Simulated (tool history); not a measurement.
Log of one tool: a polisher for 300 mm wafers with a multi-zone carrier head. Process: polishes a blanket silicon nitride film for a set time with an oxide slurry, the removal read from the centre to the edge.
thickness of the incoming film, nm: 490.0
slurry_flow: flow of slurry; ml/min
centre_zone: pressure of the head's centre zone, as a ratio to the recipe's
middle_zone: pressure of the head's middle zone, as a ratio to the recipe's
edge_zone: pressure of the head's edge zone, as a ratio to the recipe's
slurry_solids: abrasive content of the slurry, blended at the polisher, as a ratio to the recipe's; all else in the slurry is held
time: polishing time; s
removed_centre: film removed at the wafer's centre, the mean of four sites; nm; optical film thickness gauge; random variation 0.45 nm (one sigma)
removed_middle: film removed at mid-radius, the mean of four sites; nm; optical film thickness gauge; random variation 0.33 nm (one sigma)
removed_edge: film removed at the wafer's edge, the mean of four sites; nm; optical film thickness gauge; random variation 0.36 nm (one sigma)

run  hour  slurry_flow  centre_zone  middle_zone  edge_zone  slurry_solids  time  removed_centre  removed_middle  removed_edge
  1   0.0          315         1.00         1.00       1.00           1.00    84          40.414          41.029        41.840
  2   2.6          315         1.00         1.00       1.00           0.80    84          36.342          36.772        37.420
  3   8.3          320         1.01         1.03       1.05           0.90    84          39.138          39.877        40.468
  4  14.4          325         1.01         1.05       1.09           0.95    84          40.240          41.417        42.801
  5  16.5          365         1.01         1.05       1.09           0.95    84          40.823          41.984        43.234
  6  20.3          435         1.01         1.05       1.09           0.95    84          41.345          42.936        42.807
  7  27.9          425         1.01         1.07       1.11           1.00    84          42.242          43.686        44.678
  8  28.5          425         1.01         1.10       1.12           1.05    84          43.194          45.646        46.269
  9  29.1          425         1.02         1.12       1.13           1.05    84          43.992          46.683        46.234

Forecast run 10:
 10  30.8          425         1.02         1.13       1.14           1.05    84               ?               ?             ?

Run 10 gave removed_centre 43.324 nm, removed_middle 45.976 nm, removed_edge 46.427 nm.
